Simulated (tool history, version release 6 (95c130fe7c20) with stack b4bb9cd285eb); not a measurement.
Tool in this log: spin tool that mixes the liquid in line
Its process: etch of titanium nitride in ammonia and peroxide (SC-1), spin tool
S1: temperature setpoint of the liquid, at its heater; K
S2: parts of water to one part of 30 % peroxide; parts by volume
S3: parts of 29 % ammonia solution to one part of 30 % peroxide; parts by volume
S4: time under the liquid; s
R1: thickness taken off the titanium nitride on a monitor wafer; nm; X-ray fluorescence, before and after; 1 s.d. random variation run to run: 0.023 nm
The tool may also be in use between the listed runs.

run  hour      S1  S2   S3   S4       R1
  1   0.0  327.15  10  0.8  260  10.7990
  2   4.9  325.65  10  0.8  260   9.7823
  3   7.4  325.65   9  0.8  260  10.2310
  4  15.7  325.65   9  1.0  260  10.6550
  5  18.0  325.65   9  1.0  260  10.6380
  6  23.8  324.15   9  1.0  260   9.6347
  7  24.7  323.15   9  1.0  260   8.9366
  8  31.1  322.15   9  1.0  260   8.3007
  9  33.8  321.15   9  1.0  260   7.7813
 10  36.4  320.65   9  1.0  260   7.4806
 11  44.0  313.65   9  1.0  260   4.5390
 12  52.5  314.15   9  1.0  260   4.6528
 13  60.9  314.65   9  1.0  260   4.8228

The next listed run, before its measurement:
     68.3  -- thermometer replaced
 14  68.3  315.15   9  1.0  260   ?

For run 14 the tool returned R1 5.5818 nm.
